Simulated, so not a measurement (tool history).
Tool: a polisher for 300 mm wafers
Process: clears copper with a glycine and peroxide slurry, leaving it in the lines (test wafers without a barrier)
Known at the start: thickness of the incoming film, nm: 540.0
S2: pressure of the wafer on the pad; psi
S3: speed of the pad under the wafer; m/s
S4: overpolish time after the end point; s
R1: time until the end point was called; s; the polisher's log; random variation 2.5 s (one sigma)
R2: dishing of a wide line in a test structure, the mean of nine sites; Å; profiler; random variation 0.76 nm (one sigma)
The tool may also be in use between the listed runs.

{"run": 1, "hour": 0.0, "flow of slurry (ml/min)": 315, "S2": 2.4, "S3": 1.22, "S4": 13, "R1": 109.6, "R2": 388.73}
{"run": 2, "hour": 0.8, "flow of slurry (ml/min)": 315, "S2": 2.4, "S3": 1.1, "S4": 13, "R1": 118.07, "R2": 387.93}
{"run": 3, "hour": 5.4, "flow of slurry (ml/min)": 315, "S2": 2.4, "S3": 1.28, "S4": 13, "R1": 104.28, "R2": 414.99}
{"run": 4, "hour": 9.9, "flow of slurry (ml/min)": 315, "S2": 2.4, "S3": 1.28, "S4": 9, "R1": 104.0, "R2": 296.62}
{"run": 5, "hour": 10.9, "flow of slurry (ml/min)": 315, "S2": 1.9, "S3": 1.28, "S4": 9, "R1": 126.2, "R2": 257.8}
{"run": 6, "hour": 19.8, "flow of slurry (ml/min)": 315, "S2": 1.9, "S3": 1.5, "S4": 9, "R1": 112.22, "R2": 291.44}
{"run": 7, "hour": 28.6, "flow of slurry (ml/min)": 310, "S2": 1.7, "S3": 1.38, "S4": 11, "R1": 132.27, "R2": 304.17}
{"run": 8, "hour": 32.3, "flow of slurry (ml/min)": 305, "S2": 1.6, "S3": 1.3, "S4": 12, "R1": 142.48, "R2": 294.19}
{"run": 9, "hour": 36.1, "flow of slurry (ml/min)": 305, "S2": 1.5, "S3": 1.22, "S4": 13, "R1": 157.29, "R2": 295.28}
{"run": 10, "hour": 44.6, "flow of slurry (ml/min)": 305, "S2": 1.4, "S3": 1.16, "S4": 14, "R1": 177.09, "R2": 298.07}
{"run": 11, "hour": 48.2, "flow of slurry (ml/min)": 305, "S2": 1.3, "S3": 1.14, "S4": 15, "R1": 187.41, "R2": 296.97}
{"run": 12, "hour": 51.7, "flow of slurry (ml/min)": 305, "S2": 1.3, "S3": 1.12, "S4": 16, "R1": 185.92, "R2": 318.71}
{"run": 13, "hour": 57.3, "flow of slurry (ml/min)": 305, "S2": 1.3, "S3": 1.1, "S4": 16, "R1": 189.59, "R2": 299.08}
{"run": 14, "hour": 64.4, "flow of slurry (ml/min)": 305, "S2": 1.3, "S3": 1.08, "S4": 17, "R1": 190.02, "R2": 316.31}
{"run": 15, "hour": 65.8, "flow of slurry (ml/min)": 305, "S2": 1.3, "S3": 1.06, "S4": 18, "R1": 193.37, "R2": 316.31}
{"run": 16, "hour": 73.3, "flow of slurry (ml/min)": 305, "S2": 1.3, "S3": 1.04, "S4": 19, "R1": 198.39, "R2": 352.62}
{"run": 17, "hour": 80.6, "flow of slurry (ml/min)": 305, "S2": 1.3, "S3": 1.04, "S4": 19, "R1": 200.95, "R2": 313.89}

The next listed run, before its measurement:
{"run": 18, "hour": 84.3, "flow of slurry (ml/min)": 305, "S2": 1.3, "S3": 1.04, "S4": 20, "R1": "?", "R2": "?"}

R1: 196.57 s
R2: 351.02 Å
